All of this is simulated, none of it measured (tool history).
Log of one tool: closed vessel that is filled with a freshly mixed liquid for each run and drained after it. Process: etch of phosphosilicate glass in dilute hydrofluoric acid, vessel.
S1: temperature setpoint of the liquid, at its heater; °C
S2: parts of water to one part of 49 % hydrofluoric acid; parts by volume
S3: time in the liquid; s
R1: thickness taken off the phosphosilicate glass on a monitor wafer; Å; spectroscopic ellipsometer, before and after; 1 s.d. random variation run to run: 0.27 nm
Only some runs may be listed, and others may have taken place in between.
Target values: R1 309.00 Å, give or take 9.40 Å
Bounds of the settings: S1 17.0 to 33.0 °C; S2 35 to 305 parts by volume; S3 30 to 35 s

run    day    S1   S2  S3      R1
  1  0.000  25.0  170  35  337.99
  2  0.246  25.0  130  35  470.10
  3  0.300  25.0  130  30  396.95
  4  0.558  23.0  130  30  367.06
  5  0.788  22.5  130  30  361.10
  6  1.042  22.5  130  30  355.51
  7  1.175  22.0  130  30  357.19
     1.388  -- hydrofluoric acid flow meter replaced
  8  1.388  21.5  130  30  368.53
  9  1.562  21.0  135  30  347.97
 10  1.925  20.5  135  30  335.37
 11  2.271  20.5  135  30  339.11

Which one of the following 4 next-run settings gets every result inside its allowed miss? There is exactly one.
  A  2.617  18.5  155  35   ?
  B  2.617  20.5  155  30   ?
  C  2.617  20.5  140  35   ?
  D  2.617  21.5  145  35   ?

move      R1
   A  313.47
   B  290.99
   C  381.87
   D  381.53
A: every result lands within tolerance
B: takes the result that was furthest off past its target
C: misses by more than the last run did
D: misses by more than the last run did
Move A is the one to make.
